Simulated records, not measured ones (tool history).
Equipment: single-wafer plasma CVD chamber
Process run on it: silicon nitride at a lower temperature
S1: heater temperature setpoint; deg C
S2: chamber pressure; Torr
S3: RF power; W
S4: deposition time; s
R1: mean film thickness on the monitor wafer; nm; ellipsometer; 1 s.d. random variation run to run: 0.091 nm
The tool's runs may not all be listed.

| run | hour | S1 | S2 | S3 | S4 | R1 |
|---|---|---|---|---|---|---|
| 1 | 0 | 345 | 2.06 | 380 | 24.3 | 35.377 |
| 2 | 7 | 345 | 2.14 | 380 | 24.3 | 35.687 |
| 3 | 12.5 | 345 | 2.14 | 330 | 24.3 | 31.692 |
| 4 | 20.8 | 345 | 2.14 | 305 | 24.3 | 29.507 |
| 5 | 22.1 | 345 | 2.35 | 305 | 24.3 | 30.181 |
| 6 | 23.9 | 345 | 2.4 | 315 | 24.3 | 31.084 |

The next listed run, before its measurement:
| 7 | 30.2 | 345 | 2.44 | 325 | 24.3 | ? |

{"run 7": {"R1": 32.25}}

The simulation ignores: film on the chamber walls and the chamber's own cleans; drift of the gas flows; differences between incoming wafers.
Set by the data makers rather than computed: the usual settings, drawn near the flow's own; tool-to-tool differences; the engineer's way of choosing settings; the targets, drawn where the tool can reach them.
